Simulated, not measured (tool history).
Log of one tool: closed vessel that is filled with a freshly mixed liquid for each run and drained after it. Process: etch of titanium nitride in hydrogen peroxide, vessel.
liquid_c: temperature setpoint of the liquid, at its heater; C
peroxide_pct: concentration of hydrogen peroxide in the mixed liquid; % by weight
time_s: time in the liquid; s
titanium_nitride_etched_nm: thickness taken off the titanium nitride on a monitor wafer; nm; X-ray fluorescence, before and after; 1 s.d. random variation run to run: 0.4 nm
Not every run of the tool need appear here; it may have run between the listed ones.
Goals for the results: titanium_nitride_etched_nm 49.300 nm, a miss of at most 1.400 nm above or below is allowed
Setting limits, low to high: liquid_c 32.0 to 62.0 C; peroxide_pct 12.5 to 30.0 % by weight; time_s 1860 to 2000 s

Run 1, hour 0.0: liquid_c 46.0 C, peroxide_pct 24.5 % by weight, time_s 1860 s. Result: titanium_nitride_etched_nm 73.030 nm.
Run 2, hour 2.1: liquid_c 46.0 C, peroxide_pct 24.5 % by weight, time_s 2000 s. Result: titanium_nitride_etched_nm 77.184 nm.
Run 3, hour 6.1: liquid_c 46.0 C, peroxide_pct 26.5 % by weight, time_s 2000 s. Result: titanium_nitride_etched_nm 78.918 nm.
Run 4, hour 13.4: liquid_c 45.0 C, peroxide_pct 26.5 % by weight, time_s 2000 s. Result: titanium_nitride_etched_nm 72.815 nm.
Run 5, hour 22.8: liquid_c 45.0 C, peroxide_pct 30.0 % by weight, time_s 2000 s. Result: titanium_nitride_etched_nm 74.467 nm.
Run 6, hour 27.7: liquid_c 42.0 C, peroxide_pct 30.0 % by weight, time_s 2000 s. Result: titanium_nitride_etched_nm 59.238 nm.
Run 7, hour 36.2: liquid_c 41.5 C, peroxide_pct 30.0 % by weight, time_s 2000 s. Result: titanium_nitride_etched_nm 56.752 nm.
Run 8, hour 38.4: liquid_c 41.0 C, peroxide_pct 30.0 % by weight, time_s 2000 s. Result: titanium_nitride_etched_nm 55.545 nm.
Run 9, hour 46.9: liquid_c 40.5 C, peroxide_pct 30.0 % by weight, time_s 2000 s. Result: titanium_nitride_etched_nm 52.239 nm.

Next run, 4 choices. One meets every target within its allowed miss, the rest don't. Which?
Run A, hour 55.4: liquid_c 39.0 C, peroxide_pct 27.0 % by weight, time_s 2000 s. Result: titanium_nitride_etched_nm ?.
Run B, hour 55.4: liquid_c 38.5 C, peroxide_pct 30.0 % by weight, time_s 2000 s. Result: titanium_nitride_etched_nm ?.
Run C, hour 55.4: liquid_c 39.0 C, peroxide_pct 30.0 % by weight, time_s 1955 s. Result: titanium_nitride_etched_nm ?.
Run D, hour 55.4: liquid_c 40.0 C, peroxide_pct 30.0 % by weight, time_s 1950 s. Result: titanium_nitride_etched_nm ?.

move  titanium_nitride_etched_nm
   A                      46.137
   B                      45.428
   C                      46.161
   D                      49.737
A: pushes the last run's worst result past its target
B: pushes the last run's worst result past its target
C: pushes the last run's worst result past its target
D: every result within its allowed miss
Move D is the one to make.
